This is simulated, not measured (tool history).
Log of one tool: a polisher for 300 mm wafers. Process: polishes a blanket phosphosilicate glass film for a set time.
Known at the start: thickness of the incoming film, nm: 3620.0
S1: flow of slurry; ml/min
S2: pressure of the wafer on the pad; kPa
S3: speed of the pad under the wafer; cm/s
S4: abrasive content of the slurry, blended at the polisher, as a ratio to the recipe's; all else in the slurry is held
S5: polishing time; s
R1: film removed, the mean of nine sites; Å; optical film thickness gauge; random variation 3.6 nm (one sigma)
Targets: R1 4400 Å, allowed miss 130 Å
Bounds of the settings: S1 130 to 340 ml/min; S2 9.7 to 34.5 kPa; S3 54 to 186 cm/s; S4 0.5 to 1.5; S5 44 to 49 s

run    day   S1    S2   S3  S4  S5      R1
  1      0  220  22.1  118   1  49  5090.7
  2  0.021  220  21.4  118   1  49  4948.1
  3  0.108  220  20.7  118   1  49  4858.7
  4   0.25  220    20  118   1  49  4655.4
  5  0.462  220  15.9  118   1  49    3725
  6  0.654  220  15.9  118   1  44  3260.1
  7   0.95  225  17.2  118   1  44  3652.5
  8  1.017  235  17.9  118   1  44  3783.2
  9   1.15  235  18.6  118   1  44  3888.8
 10  1.246  235  19.3  118   1  44    4004
 11  1.358  235    20  118   1  44  4158.8

Which of these 4 next moves meets every target?
  A  1.471  235  17.9  120     1  45   ?
  B  1.471  230    20  122  1.05  46   ?
  C  1.471  260  18.6  124  0.95  49   ?
  D  1.471  290  23.4  120  0.85  45   ?

move      R1
   A    3884
   B  4588.9
   C  4408.5
   D  4622.6
A: further off than the last run
B: takes the result that was furthest off past its target
C: meets every target
D: takes the result that was furthest off past its target
Answer: C
